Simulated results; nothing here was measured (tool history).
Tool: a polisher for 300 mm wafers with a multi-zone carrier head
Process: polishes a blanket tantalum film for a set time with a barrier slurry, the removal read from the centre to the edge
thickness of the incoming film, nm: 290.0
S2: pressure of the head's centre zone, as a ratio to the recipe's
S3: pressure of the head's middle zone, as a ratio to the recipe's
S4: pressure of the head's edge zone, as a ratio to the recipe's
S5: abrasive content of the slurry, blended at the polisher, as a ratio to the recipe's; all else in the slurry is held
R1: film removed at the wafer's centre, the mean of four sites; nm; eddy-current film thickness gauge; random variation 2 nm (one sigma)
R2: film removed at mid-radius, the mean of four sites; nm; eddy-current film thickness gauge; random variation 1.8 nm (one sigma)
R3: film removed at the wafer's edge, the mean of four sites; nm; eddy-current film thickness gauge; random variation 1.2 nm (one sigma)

Run 1, hour 0: flow of slurry (ml/min) 130, S2 1, S3 1, S4 1, S5 1, polishing time (s) 71. Result: R1 87.583 nm, R2 88.274 nm, R3 87.773 nm.
Run 2, hour 0.6: flow of slurry (ml/min) 105, S2 1, S3 1, S4 1, S5 1, polishing time (s) 71. Result: R1 80.826 nm, R2 79.253 nm, R3 84.886 nm.
Run 3, hour 6.5: flow of slurry (ml/min) 105, S2 1, S3 1, S4 1, S5 1.1, polishing time (s) 71. Result: R1 84.278 nm, R2 82.788 nm, R3 87.845 nm.
Run 4, hour 14: flow of slurry (ml/min) 105, S2 1, S3 1, S4 1, S5 1.1, polishing time (s) 86. Result: R1 99.353 nm, R2 101.4 nm, R3 106.22 nm.
Run 5, hour 16: flow of slurry (ml/min) 110, S2 1.01, S3 0.99, S4 1.02, S5 1.1, polishing time (s) 86. Result: R1 104.56 nm, R2 103.62 nm, R3 107.89 nm.
Run 6, hour 22.9: flow of slurry (ml/min) 110, S2 1.01, S3 0.99, S4 1.02, S5 0.95, polishing time (s) 86. Result: R1 98.187 nm, R2 96.779 nm, R3 102.98 nm.
Run 7, hour 24.9: flow of slurry (ml/min) 115, S2 1.01, S3 0.98, S4 1.04, S5 1, polishing time (s) 86. Result: R1 104.53 nm, R2 99.229 nm, R3 105.61 nm.
Run 8, hour 32: flow of slurry (ml/min) 120, S2 1, S3 0.98, S4 1.05, S5 1.05, polishing time (s) 86. Result: R1 105.83 nm, R2 102.36 nm, R3 109.02 nm.

The next listed run, before its measurement:
Run 9, hour 38.9: flow of slurry (ml/min) 125, S2 1, S3 0.98, S4 1.06, S5 1.05, polishing time (s) 86. Result: R1 ?, R2 ?, R3 ?.

{"run 9": {"R1": 105.51, "R2": 105.68, "R3": 109.24}}

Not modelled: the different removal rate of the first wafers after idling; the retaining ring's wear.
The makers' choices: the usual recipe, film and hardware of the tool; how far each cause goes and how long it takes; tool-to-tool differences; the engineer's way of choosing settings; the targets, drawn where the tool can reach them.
